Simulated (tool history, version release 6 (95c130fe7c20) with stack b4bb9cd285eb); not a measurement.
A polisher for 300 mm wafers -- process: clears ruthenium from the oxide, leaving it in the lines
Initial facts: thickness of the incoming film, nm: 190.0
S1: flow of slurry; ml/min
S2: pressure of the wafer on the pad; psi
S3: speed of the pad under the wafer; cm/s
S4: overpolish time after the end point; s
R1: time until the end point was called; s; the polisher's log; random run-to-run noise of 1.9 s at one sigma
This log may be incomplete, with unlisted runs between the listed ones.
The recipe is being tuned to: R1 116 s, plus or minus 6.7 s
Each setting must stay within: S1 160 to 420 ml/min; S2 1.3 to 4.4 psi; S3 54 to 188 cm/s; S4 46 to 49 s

run	hour	S1	S2	S3	S4	R1
1	0	270	2.8	120	46	88.687
2	1.6	220	2.8	120	46	89.264
3	4.4	220	2.8	120	46	88.005
4	7.4	220	2.7	120	46	89.875
5	12	250	2.7	120	46	85.623
6	12.6	245	2.5	118	46	98.831
7	17.3	245	2.4	118	46	97.67
8	25.9	245	2.3	118	46	104.45
9	28.7	245	2.2	118	46	105.74

Exactly one of the 4 candidate moves below puts every result within its allowed miss. Which one?
A	31.5	210	2.6	114	49	?
B	31.5	230	2.5	96	46	?
C	31.5	255	2.1	130	48	?
D	31.5	220	2.4	114	46	?

move	R1
A	97.925
B	118.02
C	99.955
D	103.87
A: lands further from the targets than the last run did
B: all results land within tolerance of their targets
C: lands further from the targets than the last run did
D: lands further from the targets than the last run did
Answer: B
